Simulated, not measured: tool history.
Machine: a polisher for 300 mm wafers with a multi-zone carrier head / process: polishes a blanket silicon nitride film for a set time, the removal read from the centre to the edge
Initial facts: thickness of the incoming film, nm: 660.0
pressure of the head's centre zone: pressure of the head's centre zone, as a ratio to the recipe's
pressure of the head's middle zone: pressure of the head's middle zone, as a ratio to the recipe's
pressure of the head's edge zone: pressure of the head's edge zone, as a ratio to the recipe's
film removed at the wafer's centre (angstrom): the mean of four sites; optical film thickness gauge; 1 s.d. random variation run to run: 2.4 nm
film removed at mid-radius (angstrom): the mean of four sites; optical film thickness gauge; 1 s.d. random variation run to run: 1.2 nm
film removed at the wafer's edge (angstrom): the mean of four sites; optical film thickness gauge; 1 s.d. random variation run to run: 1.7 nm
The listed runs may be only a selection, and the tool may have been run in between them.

| run | hour | flow of slurry (ml/min) | pressure of the head's centre zone | pressure of the head's middle zone | pressure of the head's edge zone | polishing time (s) | film removed at the wafer's centre (angstrom) | film removed at mid-radius (angstrom) | film removed at the wafer's edge (angstrom) |
|---|---|---|---|---|---|---|---|---|---|
| 1 | 0.0 | 205 | 1.00 | 1.00 | 1.00 | 84 | 1641.1 | 1655.9 | 1634.3 |
| 2 | 7.2 | 205 | 1.00 | 0.99 | 1.02 | 86 | 1686.4 | 1695.1 | 1693.1 |
| 3 | 13.0 | 205 | 1.00 | 0.99 | 1.07 | 86 | 1700.0 | 1673.7 | 1736.8 |
| 4 | 20.9 | 255 | 1.00 | 0.99 | 1.07 | 86 | 1720.6 | 1715.3 | 1762.7 |
| 5 | 26.5 | 255 | 1.00 | 0.99 | 1.03 | 86 | 1723.5 | 1732.1 | 1741.3 |
| 6 | 32.8 | 255 | 0.96 | 0.99 | 1.03 | 86 | 1642.5 | 1747.4 | 1737.9 |

Expected results for the next run?
| 7 | 36.7 | 255 | 0.96 | 0.98 | 1.05 | 88 | ? | ? | ? |

film removed at the wafer's centre (angstrom): 1705.7
film removed at mid-radius (angstrom): 1773.3
film removed at the wafer's edge (angstrom): 1794.7

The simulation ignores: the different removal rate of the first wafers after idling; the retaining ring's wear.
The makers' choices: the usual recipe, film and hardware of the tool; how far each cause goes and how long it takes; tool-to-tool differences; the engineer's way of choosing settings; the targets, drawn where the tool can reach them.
